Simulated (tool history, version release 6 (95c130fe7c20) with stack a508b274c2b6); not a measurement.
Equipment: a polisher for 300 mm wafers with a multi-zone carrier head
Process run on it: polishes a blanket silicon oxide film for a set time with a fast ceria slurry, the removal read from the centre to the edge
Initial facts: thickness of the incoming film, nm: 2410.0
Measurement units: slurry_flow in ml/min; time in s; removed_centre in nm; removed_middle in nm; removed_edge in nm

{"run": 1, "hour": 0.0, "slurry_flow": 220, "centre_zone": 1, "middle_zone": 1, "edge_zone": 1, "time": 46, "removed_centre": 1016.4, "removed_middle": 1004.9, "removed_edge": 1009.4}
{"run": 2, "hour": 6.1, "slurry_flow": 210, "centre_zone": 0.96, "middle_zone": 0.98, "edge_zone": 1, "time": 45, "removed_centre": 948.64, "removed_middle": 956.73, "removed_edge": 1007.3}
{"run": 3, "hour": 9.7, "slurry_flow": 210, "centre_zone": 0.96, "middle_zone": 0.98, "edge_zone": 0.97, "time": 45, "removed_centre": 957.27, "removed_middle": 960.8, "removed_edge": 986.19}
{"run": 4, "hour": 16.1, "slurry_flow": 205, "centre_zone": 0.93, "middle_zone": 0.97, "edge_zone": 0.97, "time": 43, "removed_centre": 876, "removed_middle": 904.34, "removed_edge": 915.47}
{"run": 5, "hour": 17.4, "slurry_flow": 195, "centre_zone": 0.91, "middle_zone": 0.96, "edge_zone": 0.98, "time": 42, "removed_centre": 828.33, "removed_middle": 875.26, "removed_edge": 901.6}
{"run": 6, "hour": 19.2, "slurry_flow": 195, "centre_zone": 0.91, "middle_zone": 0.96, "edge_zone": 1.06, "time": 42, "removed_centre": 831.02, "removed_middle": 864.73, "removed_edge": 949.08}
{"run": 7, "hour": 20.2, "slurry_flow": 190, "centre_zone": 0.89, "middle_zone": 0.95, "edge_zone": 1.05, "time": 42, "removed_centre": 802.29, "removed_middle": 863.64, "removed_edge": 946.57}
{"run": 8, "hour": 22.5, "slurry_flow": 165, "centre_zone": 0.82, "middle_zone": 0.85, "edge_zone": 0.95, "time": 39, "removed_centre": 668.68, "removed_middle": 707.35, "removed_edge": 802.12}

Run 9 comes next. What will it give?
{"run": 9, "hour": 23.7, "slurry_flow": 175, "centre_zone": 0.82, "middle_zone": 0.86, "edge_zone": 0.96, "time": 39, "removed_centre": "?", "removed_middle": "?", "removed_edge": "?"}

removed_centre: 675.84 nm
removed_middle: 726.73 nm
removed_edge: 819.34 nm
